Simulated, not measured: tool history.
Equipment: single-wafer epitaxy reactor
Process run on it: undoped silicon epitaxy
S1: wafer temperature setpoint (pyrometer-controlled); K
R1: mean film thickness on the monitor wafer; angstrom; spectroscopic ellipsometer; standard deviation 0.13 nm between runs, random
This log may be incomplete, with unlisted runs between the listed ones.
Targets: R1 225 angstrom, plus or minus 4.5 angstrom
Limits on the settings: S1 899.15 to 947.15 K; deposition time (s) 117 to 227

run 1 hour=0 | S1=923.15 deposition_time_(s)=172 | R1=289.35
run 2 hour=8.8 | S1=923.15 deposition_time_(s)=193 | R1=325.84
run 3 hour=11.4 | S1=923.15 deposition_time_(s)=178 | R1=303.54
run 4 hour=20.3 | S1=921.15 deposition_time_(s)=178 | R1=290.42
run 5 hour=26.5 | S1=919.15 deposition_time_(s)=178 | R1=280.26
run 6 hour=34.9 | S1=918.15 deposition_time_(s)=178 | R1=274.54
run 7 hour=36.5 | S1=917.15 deposition_time_(s)=178 | R1=269.31
run 8 hour=40.8 | S1=907.15 deposition_time_(s)=177 | R1=217.26

Which of these 4 next moves meets every target?
run A hour=45.1 | S1=905.15 deposition_time_(s)=177 | R1=?
run B hour=45.1 | S1=912.15 deposition_time_(s)=158 | R1=?
run C hour=45.1 | S1=909.15 deposition_time_(s)=182 | R1=?
run D hour=45.1 | S1=911.15 deposition_time_(s)=169 | R1=?

move=A R1=212.08
move=B R1=217.33
move=C R1=236.02
move=D R1=227.95
A: its largest miss is bigger than the last run's
B: as far off as the last run
C: takes the result that was furthest off past its target
D: meets every target
The right move is D.

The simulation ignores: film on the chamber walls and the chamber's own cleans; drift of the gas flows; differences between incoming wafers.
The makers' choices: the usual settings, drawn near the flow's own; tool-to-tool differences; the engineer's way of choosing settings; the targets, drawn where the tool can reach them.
